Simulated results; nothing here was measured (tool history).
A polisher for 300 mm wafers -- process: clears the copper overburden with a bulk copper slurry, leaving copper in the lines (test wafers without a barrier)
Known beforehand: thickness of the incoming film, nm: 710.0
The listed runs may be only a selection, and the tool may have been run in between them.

| run | hour | flow of slurry (ml/min) | pressure of the wafer on the pad (psi) | speed of the pad under the wafer (cm/s) | abrasive content of the slurry | overpolish time after the end point (s) | time until the end point was called (s) | dishing of a wide line in a test structure (nm) |
|---|---|---|---|---|---|---|---|---|
| 1 | 0.0 | 285 | 2.2 | 126 | 1.0 | 14 | 90.774 | 56.468 |
| 2 | 7.6 | 285 | 2.5 | 128 | 1.0 | 12 | 79.790 | 57.225 |
| 3 | 9.5 | 285 | 2.7 | 130 | 1.0 | 10 | 72.385 | 56.136 |
| 4 | 17.9 | 285 | 2.8 | 130 | 1.0 | 9 | 70.264 | 51.303 |
| 5 | 25.0 | 285 | 2.9 | 130 | 1.0 | 9 | 67.713 | 53.469 |
| 6 | 30.0 | 285 | 2.9 | 100 | 1.0 | 9 | 84.715 | 44.477 |
| 7 | 32.9 | 285 | 3.1 | 104 | 1.0 | 9 | 76.566 | 49.064 |
| 8 | 37.9 | 285 | 3.2 | 108 | 1.0 | 9 | 72.234 | 51.372 |

Run 9, settings as shown, results not yet in. Your forecast:
| 9 | 39.3 | 285 | 3.3 | 110 | 1.0 | 9 | ? | ? |

{"run 9": {"time until the end point was called (s)": 68.935, "dishing of a wide line in a test structure (nm)": 52.81}}

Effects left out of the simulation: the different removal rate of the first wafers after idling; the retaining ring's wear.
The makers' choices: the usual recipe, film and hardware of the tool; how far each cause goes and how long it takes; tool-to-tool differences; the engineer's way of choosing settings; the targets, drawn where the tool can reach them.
